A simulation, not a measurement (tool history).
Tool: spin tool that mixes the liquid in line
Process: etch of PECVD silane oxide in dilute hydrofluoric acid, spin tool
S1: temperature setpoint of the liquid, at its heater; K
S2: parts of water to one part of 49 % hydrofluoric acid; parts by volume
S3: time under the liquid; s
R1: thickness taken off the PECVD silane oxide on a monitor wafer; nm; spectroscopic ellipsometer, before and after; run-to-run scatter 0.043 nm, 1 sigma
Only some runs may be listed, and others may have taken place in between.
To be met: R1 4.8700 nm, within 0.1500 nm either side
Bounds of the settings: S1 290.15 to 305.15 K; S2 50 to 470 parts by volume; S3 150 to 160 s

{"run": 1, "hour": 0.0, "S1": 297.15, "S2": 260, "S3": 150, "R1": 6.6426}
{"run": 2, "hour": 7.8, "S1": 298.65, "S2": 260, "S3": 150, "R1": 7.0633}
{"run": 3, "hour": 14.5, "S1": 296.65, "S2": 265, "S3": 150, "R1": 6.3597}
{"run": 4, "hour": 20.2, "S1": 295.15, "S2": 265, "S3": 150, "R1": 5.9933}
{"run": 5, "hour": 25.9, "S1": 294.15, "S2": 265, "S3": 150, "R1": 5.7606}
{"run": 6, "hour": 26.5, "S1": 293.15, "S2": 265, "S3": 150, "R1": 5.5959}
{"run": 7, "hour": 28.7, "S1": 293.15, "S2": 265, "S3": 150, "R1": 5.5912}
{"run": 8, "hour": 37.4, "S1": 292.65, "S2": 265, "S3": 150, "R1": 5.394}
{"run": 9, "hour": 43.8, "S1": 292.15, "S2": 265, "S3": 150, "R1": 5.3075}

Consider the 4 candidate settings below. Which is the only one whose results all fall within their allowed miss of target?
{"run": "A", "hour": 50.2, "S1": 290.65, "S2": 285, "S3": 150, "R1": "?"}
{"run": "B", "hour": 50.2, "S1": 293.65, "S2": 320, "S3": 150, "R1": "?"}
{"run": "C", "hour": 50.2, "S1": 291.65, "S2": 280, "S3": 150, "R1": "?"}
{"run": "D", "hour": 50.2, "S1": 293.15, "S2": 275, "S3": 150, "R1": "?"}

move=A R1=4.5770
move=B R1=4.4395
move=C R1=4.8634
move=D R1=5.2678
A: the result that was furthest off in the last run now lies on the other side of its target
B: the result that was furthest off in the last run now lies on the other side of its target
C: all results in spec
D: better than the last run, though not everything is in spec
Move C is the one to make.

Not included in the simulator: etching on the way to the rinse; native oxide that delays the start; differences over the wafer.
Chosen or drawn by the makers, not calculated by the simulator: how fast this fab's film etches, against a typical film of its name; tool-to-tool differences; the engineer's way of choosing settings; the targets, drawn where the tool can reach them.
